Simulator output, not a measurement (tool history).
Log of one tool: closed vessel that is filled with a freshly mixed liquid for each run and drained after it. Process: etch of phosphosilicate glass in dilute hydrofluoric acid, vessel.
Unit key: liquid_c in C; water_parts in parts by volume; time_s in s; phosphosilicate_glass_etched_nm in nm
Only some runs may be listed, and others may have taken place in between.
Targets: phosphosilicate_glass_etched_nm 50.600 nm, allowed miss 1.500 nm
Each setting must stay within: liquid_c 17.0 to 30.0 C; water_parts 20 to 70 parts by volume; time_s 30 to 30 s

run	hour	liquid_c	water_parts	time_s	phosphosilicate_glass_etched_nm
1	0.0	22.0	40	30	71.206
2	6.3	20.5	40	30	66.706
3	6.8	20.5	40	30	66.125
4	13.1	20.5	45	30	58.325
5	19.3	20.5	45	30	58.731
6	25.2	20.5	45	30	59.216
7	31.5	19.5	45	30	56.337
8	39.7	18.5	45	30	53.817
9	43.8	18.5	45	30	53.568
10	49.1	18.0	45	30	52.411

Pick the move, out of 4, that brings all results within their allowed miss; only one does.
A	54.4	19.0	45	30	?
B	54.4	17.5	40	30	?
C	54.4	18.5	45	30	?
D	54.4	20.0	50	30	?

move	phosphosilicate_glass_etched_nm
A	55.023
B	58.278
C	53.835
D	51.419
A: moves away from the targets compared with the last run
B: moves away from the targets compared with the last run
C: moves away from the targets compared with the last run
D: hits every target within its allowed miss
Answer: D

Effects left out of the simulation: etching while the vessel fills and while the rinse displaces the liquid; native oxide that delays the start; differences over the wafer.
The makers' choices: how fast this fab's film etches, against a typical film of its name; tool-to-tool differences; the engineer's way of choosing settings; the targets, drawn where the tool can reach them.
